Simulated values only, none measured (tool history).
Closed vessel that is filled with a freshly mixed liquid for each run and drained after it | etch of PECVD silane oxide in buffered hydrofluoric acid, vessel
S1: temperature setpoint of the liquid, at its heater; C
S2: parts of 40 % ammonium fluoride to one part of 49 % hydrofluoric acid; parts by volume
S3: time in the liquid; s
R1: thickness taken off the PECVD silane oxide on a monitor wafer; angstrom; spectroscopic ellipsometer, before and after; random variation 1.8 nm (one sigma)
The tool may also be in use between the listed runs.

| run | hour | S1 | S2 | S3 | R1 |
|---|---|---|---|---|---|
| 1 | 0.0 | 20.0 | 9.5 | 100 | 3534.9 |
| 2 | 6.8 | 20.0 | 10.5 | 100 | 3245.3 |
| 3 | 9.5 | 20.0 | 11.5 | 100 | 2975.2 |
| 4 | 12.9 | 20.0 | 11.5 | 110 | 3264.8 |
| 5 | 14.9 | 18.0 | 11.5 | 110 | 2937.7 |
| 6 | 18.3 | 18.0 | 10.0 | 110 | 3361.1 |
| 7 | 23.7 | 20.0 | 10.0 | 110 | 3752.3 |

The next listed run, before its measurement:
| 8 | 25.9 | 21.5 | 10.0 | 110 | ? |

Run 8 gave R1 4077.9 angstrom.

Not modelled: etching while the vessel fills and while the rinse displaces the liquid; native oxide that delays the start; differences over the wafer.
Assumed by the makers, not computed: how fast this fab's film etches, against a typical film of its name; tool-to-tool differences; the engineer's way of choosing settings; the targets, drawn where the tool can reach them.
